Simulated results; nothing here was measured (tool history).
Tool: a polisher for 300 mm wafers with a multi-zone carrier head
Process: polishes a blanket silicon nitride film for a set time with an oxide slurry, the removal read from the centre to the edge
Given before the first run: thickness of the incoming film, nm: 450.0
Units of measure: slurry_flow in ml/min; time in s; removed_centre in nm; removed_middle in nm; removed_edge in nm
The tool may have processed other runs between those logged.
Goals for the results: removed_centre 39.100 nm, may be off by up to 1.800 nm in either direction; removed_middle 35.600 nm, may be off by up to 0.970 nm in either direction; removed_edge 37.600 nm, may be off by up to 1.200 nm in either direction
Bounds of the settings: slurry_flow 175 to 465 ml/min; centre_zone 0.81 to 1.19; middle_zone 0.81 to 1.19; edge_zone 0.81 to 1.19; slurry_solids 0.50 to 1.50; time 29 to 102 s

run 1 day=0.000 | slurry_flow=295 centre_zone=1.00 middle_zone=1.00 edge_zone=1.00 slurry_solids=1.00 time=65 | removed_centre=58.872 removed_middle=62.104 removed_edge=59.227
run 2 day=0.062 | slurry_flow=265 centre_zone=1.00 middle_zone=1.00 edge_zone=1.00 slurry_solids=1.00 time=65 | removed_centre=58.518 removed_middle=60.168 removed_edge=58.478
run 3 day=0.200 | slurry_flow=315 centre_zone=1.00 middle_zone=1.00 edge_zone=1.00 slurry_solids=1.00 time=65 | removed_centre=59.755 removed_middle=61.636 removed_edge=59.845
run 4 day=0.229 | slurry_flow=315 centre_zone=1.00 middle_zone=1.00 edge_zone=0.92 slurry_solids=1.00 time=65 | removed_centre=58.152 removed_middle=60.885 removed_edge=57.818
run 5 day=0.321 | slurry_flow=295 centre_zone=1.01 middle_zone=0.96 edge_zone=0.89 slurry_solids=0.85 time=62 | removed_centre=52.525 removed_middle=51.815 removed_edge=49.514
run 6 day=0.358 | slurry_flow=295 centre_zone=1.01 middle_zone=0.96 edge_zone=0.89 slurry_solids=0.85 time=70 | removed_centre=59.132 removed_middle=59.354 removed_edge=56.254
run 7 day=0.571 | slurry_flow=285 centre_zone=0.99 middle_zone=0.91 edge_zone=0.89 slurry_solids=0.75 time=66 | removed_centre=50.713 removed_middle=50.157 removed_edge=49.515
run 8 day=0.742 | slurry_flow=275 centre_zone=0.99 middle_zone=0.88 edge_zone=0.89 slurry_solids=0.65 time=64 | removed_centre=46.966 removed_middle=43.391 removed_edge=44.156
run 9 day=1.092 | slurry_flow=265 centre_zone=0.97 middle_zone=0.86 edge_zone=0.88 slurry_solids=0.60 time=64 | removed_centre=42.926 removed_middle=40.677 removed_edge=41.573
run 10 day=1.450 | slurry_flow=250 centre_zone=0.97 middle_zone=0.84 edge_zone=0.88 slurry_solids=0.60 time=64 | removed_centre=42.631 removed_middle=40.904 removed_edge=41.589
run 11 day=1.583 | slurry_flow=250 centre_zone=0.97 middle_zone=0.84 edge_zone=0.88 slurry_solids=0.60 time=64 | removed_centre=42.200 removed_middle=40.946 removed_edge=41.906
run 12 day=1.925 | slurry_flow=260 centre_zone=0.97 middle_zone=0.83 edge_zone=0.88 slurry_solids=0.55 time=63 | removed_centre=39.940 removed_middle=37.651 removed_edge=39.357
run 13 day=2.050 | slurry_flow=260 centre_zone=0.97 middle_zone=0.82 edge_zone=0.88 slurry_solids=0.55 time=63 | removed_centre=39.343 removed_middle=37.630 removed_edge=38.831
run 14 day=2.271 | slurry_flow=260 centre_zone=0.98 middle_zone=0.82 edge_zone=0.89 slurry_solids=0.55 time=63 | removed_centre=40.795 removed_middle=37.395 removed_edge=39.414

Pick the move, out of 4, that brings all results within their allowed miss; only one does.
run A day=2.492 | slurry_flow=335 centre_zone=0.99 middle_zone=0.81 edge_zone=0.89 slurry_solids=0.50 time=63 | removed_centre=? removed_middle=? removed_edge=?
run B day=2.492 | slurry_flow=250 centre_zone=0.90 middle_zone=0.81 edge_zone=0.89 slurry_solids=0.55 time=67 | removed_centre=? removed_middle=? removed_edge=?
run C day=2.492 | slurry_flow=285 centre_zone=1.06 middle_zone=0.82 edge_zone=1.06 slurry_solids=0.55 time=60 | removed_centre=? removed_middle=? removed_edge=?
run D day=2.492 | slurry_flow=385 centre_zone=0.98 middle_zone=0.86 edge_zone=0.86 slurry_solids=0.60 time=58 | removed_centre=? removed_middle=? removed_edge=?

move=A removed_centre=39.239 removed_middle=35.469 removed_edge=37.453
move=B removed_centre=39.349 removed_middle=39.257 removed_edge=41.626
move=C removed_centre=41.970 removed_middle=35.716 removed_edge=40.781
move=D removed_centre=40.326 removed_middle=38.268 removed_edge=38.144
A: hits every target within its allowed miss
B: the biggest miss grows against the last run
C: gets the furthest-off result to its target, but another result is out of tolerance
D: the biggest miss grows against the last run
The move that meets every target is A.
